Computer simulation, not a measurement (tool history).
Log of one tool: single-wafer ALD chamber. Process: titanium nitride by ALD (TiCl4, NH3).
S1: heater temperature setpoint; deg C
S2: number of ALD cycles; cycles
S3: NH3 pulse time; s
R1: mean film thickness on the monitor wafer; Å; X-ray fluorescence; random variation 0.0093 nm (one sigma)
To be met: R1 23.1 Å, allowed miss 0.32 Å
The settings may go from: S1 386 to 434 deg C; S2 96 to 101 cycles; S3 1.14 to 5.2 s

{"run": 1, "day": 0.0, "S1": 410, "S2": 101, "S3": 3.17, "R1": 25.22}
{"run": 2, "day": 0.325, "S1": 404, "S2": 100, "S3": 2.68, "R1": 24.835}
{"run": 3, "day": 0.529, "S1": 400, "S2": 99, "S3": 2.3, "R1": 24.26}
{"run": 4, "day": 0.633, "S1": 400, "S2": 101, "S3": 2.3, "R1": 24.731}
{"run": 5, "day": 0.692, "S1": 400, "S2": 101, "S3": 2.3, "R1": 24.93}
{"run": 6, "day": 0.946, "S1": 397, "S2": 100, "S3": 2.02, "R1": 24.298}
{"run": 7, "day": 1.05, "S1": 396, "S2": 99, "S3": 1.88, "R1": 23.844}
{"run": 8, "day": 1.321, "S1": 396, "S2": 98, "S3": 1.85, "R1": 23.738}
{"run": 9, "day": 1.562, "S1": 396, "S2": 98, "S3": 1.77, "R1": 23.564}
{"run": 10, "day": 1.742, "S1": 396, "S2": 98, "S3": 1.76, "R1": 23.857}
{"run": 11, "day": 1.917, "S1": 394, "S2": 98, "S3": 1.68, "R1": 23.608}
{"run": 12, "day": 2.042, "S1": 394, "S2": 98, "S3": 1.68, "R1": 23.567}
{"run": 13, "day": 2.096, "S1": 394, "S2": 98, "S3": 1.67, "R1": 23.514}

5 next moves are on the table. One of them brings every result within its allowed miss. Which?
{"run": "A", "day": 2.15, "S1": 393, "S2": 96, "S3": 1.14, "R1": "?"}
{"run": "B", "day": 2.15, "S1": 386, "S2": 98, "S3": 1.48, "R1": "?"}
{"run": "C", "day": 2.15, "S1": 390, "S2": 96, "S3": 1.14, "R1": "?"}
{"run": "D", "day": 2.15, "S1": 395, "S2": 96, "S3": 1.14, "R1": "?"}
{"run": "E", "day": 2.15, "S1": 391, "S2": 96, "S3": 1.14, "R1": "?"}

move=A R1=22.529
move=B R1=23.241
move=C R1=22.43
move=D R1=22.594
move=E R1=22.463
A: takes the result that was furthest off past its target
B: meets every target
C: takes the result that was furthest off past its target
D: takes the result that was furthest off past its target
E: takes the result that was furthest off past its target
Move B is the one to make.
